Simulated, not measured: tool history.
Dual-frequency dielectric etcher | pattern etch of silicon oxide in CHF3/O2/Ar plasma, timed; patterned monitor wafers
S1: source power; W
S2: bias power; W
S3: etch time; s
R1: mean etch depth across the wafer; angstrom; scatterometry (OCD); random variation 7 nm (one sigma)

Run 1, day 0.000: S1 530 W, S2 199 W, S3 734.5 s. Result: R1 15183 angstrom.
Run 2, day 0.346: S1 530 W, S2 199 W, S3 766.5 s. Result: R1 15876 angstrom.
Run 3, day 0.712: S1 530 W, S2 168 W, S3 766.5 s. Result: R1 14839 angstrom.
Run 4, day 0.908: S1 490 W, S2 168 W, S3 766.5 s. Result: R1 14571 angstrom.
Run 5, day 0.942: S1 530 W, S2 170 W, S3 766.5 s. Result: R1 14858 angstrom.
Run 6, day 1.225: S1 530 W, S2 183 W, S3 766.5 s. Result: R1 15423 angstrom.

Forecast run 7:
Run 7, day 1.533: S1 550 W, S2 184 W, S3 766.5 s. Result: R1 ?.

{"run 7": {"R1": 15620}}
